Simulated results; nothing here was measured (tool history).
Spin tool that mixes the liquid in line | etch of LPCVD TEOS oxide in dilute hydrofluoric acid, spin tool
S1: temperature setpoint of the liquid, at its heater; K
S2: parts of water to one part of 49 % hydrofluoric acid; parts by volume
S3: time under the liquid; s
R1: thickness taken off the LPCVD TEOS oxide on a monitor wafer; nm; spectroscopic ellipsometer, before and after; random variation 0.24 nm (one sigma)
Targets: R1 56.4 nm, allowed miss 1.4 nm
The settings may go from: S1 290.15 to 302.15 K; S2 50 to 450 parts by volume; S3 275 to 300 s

run	hour	S1	S2	S3	R1
1	0	294.15	250	275	31.177
2	5.3	291.15	250	275	27.59
3	6.9	293.15	240	275	31.685
4	8.8	294.65	230	275	34.908
5	15.2	294.65	230	300	38.358
6	17.8	296.65	230	300	41.375
7	21.6	297.65	225	300	44.428
8	24.4	298.65	220	300	47.075
9	26	299.15	215	300	49.4
10	27.3	299.65	215	300	50.082
11	31.4	302.15	205	300	58.229

5 next moves are on the table. One of them brings every result within its allowed miss. Which?
A	35.5	302.15	205	290	?
B	35.5	301.65	190	300	?
C	35.5	298.65	180	300	?
D	35.5	301.65	200	300	?
E	35.5	302.15	185	275	?

move	R1
A	56.657
B	63.264
C	60.624
D	59.387
E	60.991
A: meets every target
B: further off than the last run
C: further off than the last run
D: further off than the last run
E: further off than the last run
The right move is A.
